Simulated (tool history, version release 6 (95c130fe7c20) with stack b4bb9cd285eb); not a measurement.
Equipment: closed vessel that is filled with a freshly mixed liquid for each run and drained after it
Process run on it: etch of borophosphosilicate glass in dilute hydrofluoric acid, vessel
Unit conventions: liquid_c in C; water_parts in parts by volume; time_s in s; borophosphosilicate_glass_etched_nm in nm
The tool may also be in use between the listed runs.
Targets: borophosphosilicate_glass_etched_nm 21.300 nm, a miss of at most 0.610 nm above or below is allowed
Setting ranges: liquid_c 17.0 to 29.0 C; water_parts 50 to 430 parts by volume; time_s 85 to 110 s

run  hour  liquid_c  water_parts  time_s  borophosphosilicate_glass_etched_nm
  1   0.0      21.0          240     110                               13.373
  2   1.3      21.0          240      85                               10.186
  3   2.7      22.5          225      85                               11.896
  4   7.4      20.0          225      85                               10.706
  5  13.3      21.5          215      85                               11.875
  6  14.2      22.5          200      85                               13.645
  7  16.5      23.5          195      85                               14.309
     23.8  -- hydrofluoric acid flow meter replaced
  8  23.8      24.5          185      85                               15.021
  9  25.8      25.0          175      85                               16.400
 10  28.8      25.5          170      85                               16.917
 11  37.1      26.0          165      85                               18.083
 12  45.9      26.5          165      85                               18.224
 13  54.3      27.0          160      85                               19.599

Exactly one of the 4 candidate moves below puts every result within its allowed miss. Which one?
  A  62.7      23.0          190     110                                    ?
  B  62.7      28.5          215     110                                    ?
  C  62.7      22.5          160     110                                    ?
  D  62.7      28.0          180      85                                    ?

move  borophosphosilicate_glass_etched_nm
   A                               17.696
   B                               18.557
   C                               21.294
   D                               17.541
A: further off than the last run
B: further off than the last run
C: all results land within tolerance of their targets
D: further off than the last run
The right move is C.
